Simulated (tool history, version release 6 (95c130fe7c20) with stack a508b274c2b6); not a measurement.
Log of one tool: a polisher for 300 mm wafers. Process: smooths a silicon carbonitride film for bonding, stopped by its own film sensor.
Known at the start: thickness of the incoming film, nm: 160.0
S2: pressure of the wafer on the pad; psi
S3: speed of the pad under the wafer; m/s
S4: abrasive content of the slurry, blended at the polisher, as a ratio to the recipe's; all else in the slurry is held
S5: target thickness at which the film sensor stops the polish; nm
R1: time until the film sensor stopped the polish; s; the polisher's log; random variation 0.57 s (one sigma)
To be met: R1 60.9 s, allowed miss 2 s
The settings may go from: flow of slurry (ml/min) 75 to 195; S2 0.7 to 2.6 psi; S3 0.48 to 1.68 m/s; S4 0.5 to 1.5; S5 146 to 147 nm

Run 1, hour 0: flow of slurry (ml/min) 125, S2 1.6 psi, S3 1.08 m/s, S4 1, S5 146 nm. Result: R1 85.884 s.
Run 2, hour 7.4: flow of slurry (ml/min) 125, S2 2 psi, S3 1.08 m/s, S4 1, S5 146 nm. Result: R1 73.084 s.
Run 3, hour 9.4: flow of slurry (ml/min) 125, S2 2 psi, S3 1.08 m/s, S4 1, S5 146 nm. Result: R1 72.053 s.
Run 4, hour 12.2: flow of slurry (ml/min) 125, S2 2 psi, S3 1.08 m/s, S4 0.9, S5 146 nm. Result: R1 74.84 s.
Run 5, hour 18.5: flow of slurry (ml/min) 130, S2 2.1 psi, S3 1.08 m/s, S4 0.9, S5 146 nm. Result: R1 71.429 s.
Run 6, hour 22.8: flow of slurry (ml/min) 130, S2 2.1 psi, S3 1.08 m/s, S4 0.9, S5 146 nm. Result: R1 72.459 s.
Run 7, hour 31.5: flow of slurry (ml/min) 130, S2 2.2 psi, S3 1.08 m/s, S4 0.9, S5 146 nm. Result: R1 68.538 s.
Run 8, hour 35.1: flow of slurry (ml/min) 135, S2 2.2 psi, S3 1.08 m/s, S4 0.9, S5 146 nm. Result: R1 68.314 s.

5 next moves are on the table. One of them brings every result within its allowed miss. Which?
Run A, hour 38.7: flow of slurry (ml/min) 140, S2 2.3 psi, S3 1.32 m/s, S4 0.65, S5 147 nm. Result: R1 ?.
Run B, hour 38.7: flow of slurry (ml/min) 120, S2 2 psi, S3 1.12 m/s, S4 0.8, S5 146 nm. Result: R1 ?.
Run C, hour 38.7: flow of slurry (ml/min) 120, S2 2.3 psi, S3 0.86 m/s, S4 0.95, S5 146 nm. Result: R1 ?.
Run D, hour 38.7: flow of slurry (ml/min) 135, S2 1.9 psi, S3 1.04 m/s, S4 0.8, S5 147 nm. Result: R1 ?.
Run E, hour 38.7: flow of slurry (ml/min) 155, S2 2.2 psi, S3 0.92 m/s, S4 0.8, S5 146 nm. Result: R1 ?.

move      R1
   A  59.554
   B  76.584
   C  76.613
   D  76.291
   E  77.481
A: meets every target
B: further off than the last run
C: further off than the last run
D: further off than the last run
E: further off than the last run
The right move is A.
